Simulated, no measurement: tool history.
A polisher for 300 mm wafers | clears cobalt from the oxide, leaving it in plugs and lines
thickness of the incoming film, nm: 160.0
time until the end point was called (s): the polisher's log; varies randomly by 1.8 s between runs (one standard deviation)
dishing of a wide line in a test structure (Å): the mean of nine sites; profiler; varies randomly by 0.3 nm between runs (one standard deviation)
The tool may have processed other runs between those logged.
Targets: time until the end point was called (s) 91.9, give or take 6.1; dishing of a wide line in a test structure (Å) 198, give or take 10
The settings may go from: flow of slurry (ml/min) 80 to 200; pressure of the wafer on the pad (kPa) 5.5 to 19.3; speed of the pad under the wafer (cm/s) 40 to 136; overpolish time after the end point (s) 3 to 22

run,hour,flow of slurry (ml/min),pressure of the wafer on the pad (kPa),speed of the pad under the wafer (cm/s),overpolish time after the end point (s),time until the end point was called (s),dishing of a wide line in a test structure (Å)
1,0,130,12.4,88,11,47.815,255.58
2,3.7,130,11.7,88,11,49.782,252.53
3,4.3,130,11,86,11,53.858,238.22
4,5.9,100,11,86,11,57.725,215.9
5,14.6,100,11,76,11,61.248,207.18
6,23,100,10.3,76,11,68.598,201.45
7,25.1,95,9,76,12,79.96,187.7
8,31.5,90,8.3,76,13,86.273,182.79

Consider the 5 candidate settings below. Which is the only one whose results all fall within their allowed miss of target?
A,37.9,85,6.9,72,16,?,?
B,37.9,90,6.2,100,15,?,?
C,37.9,85,6.9,74,21,?,?
D,37.9,80,9.7,72,11,?,?
E,37.9,100,9,66,12,?,?

move,time until the end point was called (s),dishing of a wide line in a test structure (Å)
A,110.08,179.68
B,89.696,200.83
C,107.54,226.79
D,81.519,168.69
E,87.79,170.64
A: the biggest miss grows against the last run
B: every result within its allowed miss
C: the result that was furthest off in the last run now lies on the other side of its target
D: the biggest miss grows against the last run
E: the biggest miss grows against the last run
The right move is B.

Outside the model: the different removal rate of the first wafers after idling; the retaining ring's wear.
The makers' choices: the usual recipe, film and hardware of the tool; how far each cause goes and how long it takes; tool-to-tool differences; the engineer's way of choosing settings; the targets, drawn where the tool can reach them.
